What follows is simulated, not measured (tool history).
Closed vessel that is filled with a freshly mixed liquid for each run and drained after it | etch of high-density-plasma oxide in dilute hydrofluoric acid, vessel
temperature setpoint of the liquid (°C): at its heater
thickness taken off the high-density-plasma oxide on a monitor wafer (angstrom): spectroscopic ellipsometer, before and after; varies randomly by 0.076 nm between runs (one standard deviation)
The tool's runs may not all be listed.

run  hour  temperature setpoint of the liquid (°C)  parts of water to one part of 49 % hydrofluoric acid (parts by volume)  time in the liquid (s)  thickness taken off the high-density-plasma oxide on a monitor wafer (angstrom)
  1   0.0                                     23.0                                                                      90                     305                                                                           218.20
  2   7.2                                     22.0                                                                      95                     305                                                                           199.73
  3  12.3                                     21.5                                                                     100                     305                                                                           184.37
  4  20.2                                     21.5                                                                     130                     305                                                                           137.84
  5  24.6                                     21.5                                                                     130                     305                                                                           136.06
  6  31.5                                     21.5                                                                     130                     240                                                                           107.44
  7  33.3                                     22.0                                                                     130                     240                                                                           111.03
  8  40.7                                     22.5                                                                     130                     240                                                                           112.35

The next listed run, before its measurement:
  9  47.1                                     23.0                                                                     130                     240                                                                                ?

thickness taken off the high-density-plasma oxide on a monitor wafer (angstrom): 113.73
